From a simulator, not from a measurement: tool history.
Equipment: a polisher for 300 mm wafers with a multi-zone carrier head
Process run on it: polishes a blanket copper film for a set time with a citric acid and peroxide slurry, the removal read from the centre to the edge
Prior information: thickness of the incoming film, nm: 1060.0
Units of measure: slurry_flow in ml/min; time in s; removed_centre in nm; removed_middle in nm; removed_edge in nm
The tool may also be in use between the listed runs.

run  hour  slurry_flow  centre_zone  middle_zone  edge_zone  slurry_solids  time  removed_centre  removed_middle  removed_edge
  1   0.0          155         1.00         1.00       1.00           1.00    72          148.57          149.02        155.76
  2   1.5          165         1.03         1.00       1.01           1.05    72          158.75          154.50        152.81
  3   4.3          165         1.03         1.06       1.01           1.05    72          153.54          161.37        160.52
  4  10.9          195         1.03         1.06       1.01           1.05    72          159.92          166.46        158.05
  5  17.8          185         1.05         1.04       1.03           1.10    73          164.63          167.38        166.87
  6  19.2          185         1.05         1.04       0.99           1.10    73          167.46          170.39        164.20
  7  27.2          185         1.05         1.04       0.99           1.10    73          164.59          167.54        163.71
  8  30.5          185         1.07         1.02       1.00           1.15    73          168.41          167.02        167.78
  9  31.2          190         1.09         1.01       1.00           1.15    73          172.81          168.54        166.43

The next listed run, before its measurement:
 10  39.2          190         1.11         0.99       1.01           1.20    73               ?               ?             ?

Logged for run 10: removed_centre 179.69 nm, removed_middle 164.61 nm, removed_edge 170.45 nm.

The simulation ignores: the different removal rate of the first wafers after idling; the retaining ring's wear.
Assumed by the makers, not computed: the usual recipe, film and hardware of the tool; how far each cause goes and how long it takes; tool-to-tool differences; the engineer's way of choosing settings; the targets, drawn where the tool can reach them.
